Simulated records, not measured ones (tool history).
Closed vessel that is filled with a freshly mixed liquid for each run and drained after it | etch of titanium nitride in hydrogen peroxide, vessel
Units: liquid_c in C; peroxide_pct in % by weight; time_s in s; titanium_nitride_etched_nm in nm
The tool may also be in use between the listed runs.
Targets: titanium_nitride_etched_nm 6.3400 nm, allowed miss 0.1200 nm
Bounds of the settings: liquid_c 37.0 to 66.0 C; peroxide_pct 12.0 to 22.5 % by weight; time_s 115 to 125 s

run 1 day=0.000 | liquid_c=53.0 peroxide_pct=15.5 time_s=115 | titanium_nitride_etched_nm=7.5957
run 2 day=0.092 | liquid_c=56.5 peroxide_pct=15.5 time_s=115 | titanium_nitride_etched_nm=9.7938
run 3 day=0.275 | liquid_c=55.0 peroxide_pct=15.5 time_s=115 | titanium_nitride_etched_nm=8.7648
run 4 day=0.546 | liquid_c=55.0 peroxide_pct=15.5 time_s=115 | titanium_nitride_etched_nm=8.8672
run 5 day=0.838 | liquid_c=55.0 peroxide_pct=15.5 time_s=125 | titanium_nitride_etched_nm=9.5897
run 6 day=1.004 | liquid_c=55.0 peroxide_pct=15.5 time_s=115 | titanium_nitride_etched_nm=8.8405
run 7 day=1.304 | liquid_c=49.5 peroxide_pct=15.5 time_s=115 | titanium_nitride_etched_nm=5.9720
run 8 day=1.546 | liquid_c=50.0 peroxide_pct=15.5 time_s=115 | titanium_nitride_etched_nm=6.2265

Which of these 5 next moves meets every target?
run A day=1.788 | liquid_c=49.5 peroxide_pct=17.0 time_s=120 | titanium_nitride_etched_nm=?
run B day=1.788 | liquid_c=50.0 peroxide_pct=14.5 time_s=115 | titanium_nitride_etched_nm=?
run C day=1.788 | liquid_c=48.5 peroxide_pct=16.0 time_s=125 | titanium_nitride_etched_nm=?
run D day=1.788 | liquid_c=50.5 peroxide_pct=14.5 time_s=120 | titanium_nitride_etched_nm=?
run E day=1.788 | liquid_c=49.0 peroxide_pct=16.0 time_s=120 | titanium_nitride_etched_nm=?

move=A titanium_nitride_etched_nm=6.3796
move=B titanium_nitride_etched_nm=6.1297
move=C titanium_nitride_etched_nm=6.1007
move=D titanium_nitride_etched_nm=6.6310
move=E titanium_nitride_etched_nm=6.0738
A: meets every target
B: further off than the last run
C: further off than the last run
D: takes the result that was furthest off past its target
E: further off than the last run
Answer: A
